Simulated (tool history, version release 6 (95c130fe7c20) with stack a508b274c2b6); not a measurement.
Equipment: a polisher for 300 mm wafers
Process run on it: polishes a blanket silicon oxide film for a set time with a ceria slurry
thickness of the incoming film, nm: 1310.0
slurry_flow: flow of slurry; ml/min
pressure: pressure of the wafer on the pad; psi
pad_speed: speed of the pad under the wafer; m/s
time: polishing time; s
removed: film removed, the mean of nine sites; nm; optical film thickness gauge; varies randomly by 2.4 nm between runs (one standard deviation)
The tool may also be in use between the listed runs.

Run 1, hour 0: slurry_flow 175 ml/min, pressure 3.7 psi, pad_speed 0.9 m/s, time 88 s. Result: removed 386.01 nm.
Run 2, hour 3.5: slurry_flow 175 ml/min, pressure 3.7 psi, pad_speed 0.9 m/s, time 88 s. Result: removed 384.22 nm.
Run 3, hour 6.7: slurry_flow 175 ml/min, pressure 4.4 psi, pad_speed 0.9 m/s, time 88 s. Result: removed 448.79 nm.
Run 4, hour 7.4: slurry_flow 170 ml/min, pressure 3.9 psi, pad_speed 0.9 m/s, time 88 s. Result: removed 398.97 nm.
Run 5, hour 14.1: slurry_flow 170 ml/min, pressure 3.9 psi, pad_speed 0.9 m/s, time 88 s. Result: removed 405.78 nm.
Run 6, hour 19.7: slurry_flow 170 ml/min, pressure 3.5 psi, pad_speed 0.9 m/s, time 88 s. Result: removed 354.02 nm.
Run 7, hour 21.2: slurry_flow 160 ml/min, pressure 3.3 psi, pad_speed 0.9 m/s, time 88 s. Result: removed 332.81 nm.
Run 8, hour 24.7: slurry_flow 150 ml/min, pressure 3.2 psi, pad_speed 0.9 m/s, time 88 s. Result: removed 318.25 nm.
Run 9, hour 33: slurry_flow 140 ml/min, pressure 3.1 psi, pad_speed 0.9 m/s, time 88 s. Result: removed 308.15 nm.
At hour 36.8: worn pad replaced by a new one.
Run 10, hour 36.8: slurry_flow 135 ml/min, pressure 3 psi, pad_speed 0.9 m/s, time 88 s. Result: removed 328.37 nm.

Run 11 has not been measured yet. What should we expect?
Run 11, hour 40.2: slurry_flow 150 ml/min, pressure 2.9 psi, pad_speed 0.9 m/s, time 88 s. Result: removed ?.

removed: 328.01 nm
